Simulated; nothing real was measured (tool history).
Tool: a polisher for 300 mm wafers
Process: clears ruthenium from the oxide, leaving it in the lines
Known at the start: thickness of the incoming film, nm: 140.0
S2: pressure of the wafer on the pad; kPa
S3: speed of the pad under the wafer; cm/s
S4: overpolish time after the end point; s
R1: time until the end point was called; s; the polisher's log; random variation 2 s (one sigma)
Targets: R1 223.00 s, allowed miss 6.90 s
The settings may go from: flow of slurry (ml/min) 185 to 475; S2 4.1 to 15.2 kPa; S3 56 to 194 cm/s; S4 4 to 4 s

Run 1, hour 0.0: flow of slurry (ml/min) 305, S2 9.7 kPa, S3 124 cm/s, S4 4 s. Result: R1 187.87 s.
Run 2, hour 4.7: flow of slurry (ml/min) 375, S2 9.7 kPa, S3 124 cm/s, S4 4 s. Result: R1 187.69 s.
Run 3, hour 11.6: flow of slurry (ml/min) 410, S2 9.7 kPa, S3 124 cm/s, S4 4 s. Result: R1 183.59 s.
Run 4, hour 17.0: flow of slurry (ml/min) 410, S2 9.0 kPa, S3 124 cm/s, S4 4 s. Result: R1 202.09 s.
Run 5, hour 19.2: flow of slurry (ml/min) 410, S2 9.0 kPa, S3 124 cm/s, S4 4 s. Result: R1 197.90 s.
Run 6, hour 23.9: flow of slurry (ml/min) 410, S2 9.0 kPa, S3 152 cm/s, S4 4 s. Result: R1 164.24 s.
Run 7, hour 31.7: flow of slurry (ml/min) 405, S2 6.2 kPa, S3 150 cm/s, S4 4 s. Result: R1 236.61 s.
Run 8, hour 32.7: flow of slurry (ml/min) 405, S2 6.9 kPa, S3 150 cm/s, S4 4 s. Result: R1 214.36 s.
Run 9, hour 34.5: flow of slurry (ml/min) 405, S2 6.2 kPa, S3 150 cm/s, S4 4 s. Result: R1 239.17 s.
Run 10, hour 42.3: flow of slurry (ml/min) 405, S2 6.9 kPa, S3 150 cm/s, S4 4 s. Result: R1 212.35 s.
Run 11, hour 44.4: flow of slurry (ml/min) 405, S2 6.2 kPa, S3 150 cm/s, S4 4 s. Result: R1 237.64 s.
Run 12, hour 49.8: flow of slurry (ml/min) 405, S2 6.9 kPa, S3 150 cm/s, S4 4 s. Result: R1 211.25 s.
Run 13, hour 57.2: flow of slurry (ml/min) 405, S2 6.2 kPa, S3 150 cm/s, S4 4 s. Result: R1 234.40 s.

Which of these 4 next moves meets every target?
Run A, hour 64.6: flow of slurry (ml/min) 450, S2 6.9 kPa, S3 144 cm/s, S4 4 s. Result: R1 ?.
Run B, hour 64.6: flow of slurry (ml/min) 420, S2 8.3 kPa, S3 128 cm/s, S4 4 s. Result: R1 ?.
Run C, hour 64.6: flow of slurry (ml/min) 395, S2 5.5 kPa, S3 156 cm/s, S4 4 s. Result: R1 ?.
Run D, hour 64.6: flow of slurry (ml/min) 435, S2 6.9 kPa, S3 154 cm/s, S4 4 s. Result: R1 ?.

move      R1
   A  223.18
   B  210.94
   C  257.60
   D  209.49
A: meets every target
B: takes the result that was furthest off past its target
C: further off than the last run
D: takes the result that was furthest off past its target
The right move is A.

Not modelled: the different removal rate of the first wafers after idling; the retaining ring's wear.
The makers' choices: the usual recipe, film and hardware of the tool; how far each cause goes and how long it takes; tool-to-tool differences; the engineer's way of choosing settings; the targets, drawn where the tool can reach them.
